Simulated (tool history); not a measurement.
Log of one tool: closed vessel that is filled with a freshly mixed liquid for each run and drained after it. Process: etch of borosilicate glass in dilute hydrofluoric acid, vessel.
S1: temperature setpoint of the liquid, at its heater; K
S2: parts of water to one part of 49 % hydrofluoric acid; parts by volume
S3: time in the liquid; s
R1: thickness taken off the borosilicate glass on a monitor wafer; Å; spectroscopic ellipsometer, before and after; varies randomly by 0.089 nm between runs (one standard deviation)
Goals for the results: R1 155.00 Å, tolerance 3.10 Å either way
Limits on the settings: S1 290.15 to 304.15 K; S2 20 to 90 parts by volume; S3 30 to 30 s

| run | hour | S1 | S2 | S3 | R1 |
|---|---|---|---|---|---|
| 1 | 0.0 | 296.15 | 50 | 30 | 106.91 |
| 2 | 8.3 | 296.15 | 50 | 30 | 106.48 |
| 3 | 9.8 | 298.15 | 50 | 30 | 114.22 |
| 4 | 12.3 | 299.65 | 50 | 30 | 121.58 |
| 5 | 20.7 | 300.65 | 50 | 30 | 127.46 |
| 6 | 22.0 | 300.65 | 30 | 30 | 216.86 |
| 7 | 28.7 | 300.65 | 30 | 30 | 219.21 |
| 8 | 30.2 | 298.15 | 30 | 30 | 196.10 |
| 9 | 37.6 | 296.65 | 30 | 30 | 184.81 |
| 10 | 43.5 | 295.65 | 30 | 30 | 176.42 |
| 11 | 48.1 | 294.65 | 30 | 30 | 170.25 |

Which single option among these 4 for the next run brings every result within its allowed miss of target? Just one does.
| A | 52.7 | 295.65 | 30 | 30 | ? |
| B | 52.7 | 291.15 | 25 | 30 | ? |
| C | 52.7 | 299.65 | 40 | 30 | ? |
| D | 52.7 | 293.15 | 25 | 30 | ? |

| move | R1 |
|---|---|
| A | 175.68 |
| B | 174.70 |
| C | 153.46 |
| D | 190.62 |
A: misses by more than the last run did
B: misses by more than the last run did
C: every result within its allowed miss
D: misses by more than the last run did
Answer: C

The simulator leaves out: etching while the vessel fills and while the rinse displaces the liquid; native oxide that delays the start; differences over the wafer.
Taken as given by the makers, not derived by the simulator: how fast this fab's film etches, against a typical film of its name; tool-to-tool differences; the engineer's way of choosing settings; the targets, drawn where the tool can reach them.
